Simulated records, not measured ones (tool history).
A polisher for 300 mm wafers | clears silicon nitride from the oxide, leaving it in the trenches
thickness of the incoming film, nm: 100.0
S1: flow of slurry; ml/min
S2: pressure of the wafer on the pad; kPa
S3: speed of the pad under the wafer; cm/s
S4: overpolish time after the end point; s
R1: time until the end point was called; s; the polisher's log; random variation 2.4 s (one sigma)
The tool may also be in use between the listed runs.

run 1 day=0 | S1=315 S2=22.8 S3=100 S4=5 | R1=120.24
run 2 day=0.321 | S1=315 S2=20.7 S3=98 S4=5 | R1=136.68
run 3 day=0.358 | S1=315 S2=19.3 S3=96 S4=5 | R1=150.08
run 4 day=0.721 | S1=315 S2=17.9 S3=96 S4=5 | R1=160.08
run 5 day=0.933 | S1=315 S2=16.5 S3=96 S4=5 | R1=169.12
run 6 day=1.283 | S1=375 S2=16.5 S3=96 S4=5 | R1=167.62
run 7 day=1.646 | S1=375 S2=15.9 S3=96 S4=5 | R1=178.55
run 8 day=1.842 | S1=375 S2=15.2 S3=96 S4=5 | R1=180.47
run 9 day=2.004 | S1=375 S2=14.5 S3=96 S4=5 | R1=192.81

Forecast run 10:
run 10 day=2.35 | S1=375 S2=14.5 S3=96 S4=5 | R1=?

Run 10 gave R1 192.36 s.

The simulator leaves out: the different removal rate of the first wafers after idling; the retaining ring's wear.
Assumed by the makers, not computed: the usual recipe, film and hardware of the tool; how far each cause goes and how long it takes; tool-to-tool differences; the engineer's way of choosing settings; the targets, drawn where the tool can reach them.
